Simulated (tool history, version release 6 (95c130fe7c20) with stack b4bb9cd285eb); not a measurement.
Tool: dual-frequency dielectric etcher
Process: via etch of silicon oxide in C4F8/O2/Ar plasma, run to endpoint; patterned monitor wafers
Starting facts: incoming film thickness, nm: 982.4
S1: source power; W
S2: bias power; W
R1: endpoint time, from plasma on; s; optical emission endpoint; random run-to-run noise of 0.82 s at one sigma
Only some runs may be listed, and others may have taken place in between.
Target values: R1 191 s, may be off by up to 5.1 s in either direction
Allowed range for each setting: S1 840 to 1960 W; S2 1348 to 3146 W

Run 1, hour 0: S1 1400 W, S2 2247 W. Result: R1 229.6 s.
Run 2, hour 6.2: S1 1220 W, S2 2247 W. Result: R1 239.83 s.
Run 3, hour 7.4: S1 1370 W, S2 2385 W. Result: R1 227.15 s.
Run 4, hour 10.4: S1 1540 W, S2 2385 W. Result: R1 214.2 s.
Run 5, hour 12.2: S1 1540 W, S2 2660 W. Result: R1 205.97 s.
Run 6, hour 13.2: S1 1350 W, S2 2660 W. Result: R1 219.44 s.
Run 7, hour 21: S1 1440 W, S2 2707 W. Result: R1 212.42 s.
Run 8, hour 23.7: S1 1510 W, S2 2743 W. Result: R1 207 s.
Run 9, hour 29.8: S1 1560 W, S2 2771 W. Result: R1 202.93 s.
Run 10, hour 36.3: S1 1600 W, S2 2792 W. Result: R1 200.7 s.
Run 11, hour 39.8: S1 1630 W, S2 2811 W. Result: R1 199.83 s.
Run 12, hour 43.9: S1 1660 W, S2 2833 W. Result: R1 197.37 s.

Which one of the following 4 next-run settings gets every result inside its allowed miss? There is exactly one.
Run A, hour 48: S1 1680 W, S2 3034 W. Result: R1 ?.
Run B, hour 48: S1 1890 W, S2 2986 W. Result: R1 ?.
Run C, hour 48: S1 1470 W, S2 2833 W. Result: R1 ?.
Run D, hour 48: S1 1960 W, S2 3053 W. Result: R1 ?.

move      R1
   A  190.37
   B   182.1
   C  205.95
   D  178.09
A: all results in spec
B: pushes the last run's worst result past its target
C: the biggest miss grows against the last run
D: pushes the last run's worst result past its target
A is the move that brings every result within its allowed miss.
